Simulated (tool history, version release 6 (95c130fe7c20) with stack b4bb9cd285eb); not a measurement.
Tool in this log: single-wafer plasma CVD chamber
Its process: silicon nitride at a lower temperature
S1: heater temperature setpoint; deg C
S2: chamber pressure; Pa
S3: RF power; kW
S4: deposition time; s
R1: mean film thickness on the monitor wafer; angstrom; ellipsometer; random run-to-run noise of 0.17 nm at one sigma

{"run": 1, "hour": 0.0, "S1": 360, "S2": 247, "S3": 0.35, "S4": 27.4, "R1": 365.39}
{"run": 2, "hour": 2.0, "S1": 360, "S2": 229, "S3": 0.345, "S4": 27.4, "R1": 359.57}
{"run": 3, "hour": 9.4, "S1": 360, "S2": 229, "S3": 0.38, "S4": 27.4, "R1": 374.28}
{"run": 4, "hour": 10.4, "S1": 369, "S2": 229, "S3": 0.38, "S4": 27.4, "R1": 380.22}
{"run": 5, "hour": 11.5, "S1": 369, "S2": 213, "S3": 0.38, "S4": 27.4, "R1": 370.22}
{"run": 6, "hour": 18.1, "S1": 369, "S2": 199, "S3": 0.37, "S4": 27.4, "R1": 360.74}
{"run": 7, "hour": 22.7, "S1": 369, "S2": 188, "S3": 0.36, "S4": 27.4, "R1": 350.51}
{"run": 8, "hour": 28.1, "S1": 369, "S2": 180, "S3": 0.355, "S4": 27.4, "R1": 346.15}
{"run": 9, "hour": 32.8, "S1": 369, "S2": 173, "S3": 0.35, "S4": 27.4, "R1": 340.82}

Estimate the outcome of run 10 from the log above:
{"run": 10, "hour": 38.1, "S1": 369, "S2": 173, "S3": 0.35, "S4": 27.4, "R1": "?"}

{"run 10": {"R1": 343.85}}

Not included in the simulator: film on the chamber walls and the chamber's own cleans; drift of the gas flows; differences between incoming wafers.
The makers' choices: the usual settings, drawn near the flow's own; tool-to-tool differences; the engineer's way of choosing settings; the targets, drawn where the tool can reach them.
